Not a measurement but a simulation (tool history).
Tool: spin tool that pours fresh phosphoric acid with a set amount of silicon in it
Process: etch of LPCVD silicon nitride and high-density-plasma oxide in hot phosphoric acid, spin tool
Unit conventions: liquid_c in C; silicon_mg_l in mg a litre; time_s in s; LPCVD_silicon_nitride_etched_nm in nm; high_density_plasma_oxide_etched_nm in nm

run	hour	liquid_c	silicon_mg_l	time_s	LPCVD_silicon_nitride_etched_nm	high_density_plasma_oxide_etched_nm
1	0	160	18	180	18.162	0.3507
2	4.6	159	13	150	14.674	0.30322
3	9.6	157.5	13	150	13.914	0.31568
4	11.5	157	11.5	135	12.345	0.2437
5	14.9	157	7.5	125	11.429	0.27614
6	21.4	157	6.5	120	10.922	0.26191

Run 7 has not been measured yet. What should we expect?
7	24.5	157	5.5	120	?	?

LPCVD_silicon_nitride_etched_nm: 10.923 nm
high_density_plasma_oxide_etched_nm: 0.30725 nm
